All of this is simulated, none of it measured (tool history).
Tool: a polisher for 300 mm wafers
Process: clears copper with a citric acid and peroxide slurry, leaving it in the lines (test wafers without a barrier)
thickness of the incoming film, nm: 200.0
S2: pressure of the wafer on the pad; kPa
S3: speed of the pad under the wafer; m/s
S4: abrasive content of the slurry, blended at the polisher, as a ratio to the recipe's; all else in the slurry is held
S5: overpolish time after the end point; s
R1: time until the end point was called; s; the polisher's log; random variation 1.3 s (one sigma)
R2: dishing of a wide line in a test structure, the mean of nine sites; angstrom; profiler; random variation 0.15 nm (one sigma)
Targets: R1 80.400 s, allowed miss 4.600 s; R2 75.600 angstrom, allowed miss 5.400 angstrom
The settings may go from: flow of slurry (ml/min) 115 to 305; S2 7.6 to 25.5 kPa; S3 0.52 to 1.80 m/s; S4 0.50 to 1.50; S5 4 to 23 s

{"run": 1, "hour": 0.0, "flow of slurry (ml/min)": 195, "S2": 16.5, "S3": 1.16, "S4": 1.0, "S5": 12, "R1": 116.58, "R2": 152.8}
{"run": 2, "hour": 8.2, "flow of slurry (ml/min)": 195, "S2": 16.5, "S3": 1.16, "S4": 1.0, "S5": 15, "R1": 120.1, "R2": 177.08}
{"run": 3, "hour": 16.0, "flow of slurry (ml/min)": 195, "S2": 16.5, "S3": 1.2, "S4": 1.0, "S5": 12, "R1": 112.88, "R2": 156.2}
{"run": 4, "hour": 23.7, "flow of slurry (ml/min)": 200, "S2": 16.5, "S3": 1.22, "S4": 1.05, "S5": 10, "R1": 112.44, "R2": 133.05}
{"run": 5, "hour": 26.4, "flow of slurry (ml/min)": 200, "S2": 16.5, "S3": 1.32, "S4": 1.05, "S5": 10, "R1": 102.26, "R2": 141.38}
{"run": 6, "hour": 28.3, "flow of slurry (ml/min)": 235, "S2": 16.5, "S3": 1.32, "S4": 1.05, "S5": 10, "R1": 100.42, "R2": 144.12}
{"run": 7, "hour": 34.0, "flow of slurry (ml/min)": 255, "S2": 15.2, "S3": 1.44, "S4": 1.15, "S5": 8, "R1": 97.199, "R2": 122.09}
{"run": 8, "hour": 40.9, "flow of slurry (ml/min)": 270, "S2": 13.8, "S3": 1.54, "S4": 1.25, "S5": 7, "R1": 96.624, "R2": 102.97}
{"run": 9, "hour": 46.9, "flow of slurry (ml/min)": 280, "S2": 13.1, "S3": 1.6, "S4": 1.3, "S5": 6, "R1": 98.124, "R2": 92.492}
{"run": 10, "hour": 49.5, "flow of slurry (ml/min)": 285, "S2": 13.1, "S3": 1.66, "S4": 1.35, "S5": 5, "R1": 91.791, "R2": 82.475}
{"run": 11, "hour": 56.5, "flow of slurry (ml/min)": 280, "S2": 13.1, "S3": 1.7, "S4": 1.4, "S5": 5, "R1": 87.628, "R2": 85.554}
{"run": 12, "hour": 61.9, "flow of slurry (ml/min)": 280, "S2": 13.1, "S3": 1.72, "S4": 1.45, "S5": 5, "R1": 88.898, "R2": 87.915}

5 next moves are on the table. One of them brings every result within its allowed miss. Which?
{"run": "A", "hour": 67.3, "flow of slurry (ml/min)": 235, "S2": 12.4, "S3": 1.76, "S4": 1.3, "S5": 4, "R1": "?", "R2": "?"}
{"run": "B", "hour": 67.3, "flow of slurry (ml/min)": 285, "S2": 16.5, "S3": 1.76, "S4": 1.5, "S5": 4, "R1": "?", "R2": "?"}
{"run": "C", "hour": 67.3, "flow of slurry (ml/min)": 305, "S2": 13.8, "S3": 1.72, "S4": 1.5, "S5": 4, "R1": "?", "R2": "?"}
{"run": "D", "hour": 67.3, "flow of slurry (ml/min)": 300, "S2": 17.2, "S3": 1.7, "S4": 1.35, "S5": 4, "R1": "?", "R2": "?"}
{"run": "E", "hour": 67.3, "flow of slurry (ml/min)": 280, "S2": 11.7, "S3": 1.74, "S4": 1.35, "S5": 6, "R1": "?", "R2": "?"}

move=A R1=93.913 R2=65.071
move=B R1=69.043 R2=87.897
move=C R1=82.707 R2=73.679
move=D R1=70.220 R2=86.527
move=E R1=97.397 R2=92.733
A: takes the result that was furthest off past its target
B: further off than the last run
C: meets every target
D: as far off as the last run
E: further off than the last run
Move C is the one to make.
